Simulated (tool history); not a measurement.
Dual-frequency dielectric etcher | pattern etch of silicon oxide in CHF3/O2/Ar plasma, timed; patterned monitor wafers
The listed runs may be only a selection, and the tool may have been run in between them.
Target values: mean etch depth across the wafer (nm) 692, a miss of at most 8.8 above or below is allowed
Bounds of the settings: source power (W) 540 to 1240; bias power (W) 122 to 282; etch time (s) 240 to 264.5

| run | hour | source power (W) | bias power (W) | etch time (s) | mean etch depth across the wafer (nm) |
|---|---|---|---|---|---|
| 1 | 0 | 890 | 202 | 264.5 | 597.62 |
| 2 | 7 | 950 | 202 | 264.5 | 606.52 |
| 3 | 9.1 | 950 | 202 | 264.5 | 604.74 |
| 4 | 16.2 | 1010 | 210 | 264.5 | 631.98 |
| 5 | 23.6 | 1070 | 210 | 264.5 | 645.23 |
| 6 | 29.5 | 1070 | 188 | 264.5 | 616.59 |
| 7 | 33.9 | 1070 | 188 | 264.5 | 616.26 |
| 8 | 42 | 1110 | 194 | 264.5 | 634.85 |
| 9 | 47.5 | 1140 | 198 | 264.5 | 641.99 |
| 10 | 54.1 | 1240 | 229 | 264.5 | 705.68 |
| 11 | 62.6 | 1230 | 229 | 264.5 | 703.71 |
| 12 | 67.1 | 1220 | 229 | 264.5 | 701.6 |
| 13 | 68.8 | 1210 | 229 | 264.5 | 704.24 |

Which single option among these 4 for the next run brings every result within its allowed miss of target? Just one does.
| A | 70.5 | 1180 | 248 | 264.5 | ? |
| B | 70.5 | 1240 | 246 | 256 | ? |
| C | 70.5 | 1220 | 239 | 262 | ? |
| D | 70.5 | 1230 | 244 | 253.5 | ? |

| move | mean etch depth across the wafer (nm) |
|---|---|
| A | 718.88 |
| B | 706.19 |
| C | 709.57 |
| D | 694.77 |
A: lands further from the targets than the last run did
B: lands further from the targets than the last run did
C: lands further from the targets than the last run did
D: meets every target
D meets every target.
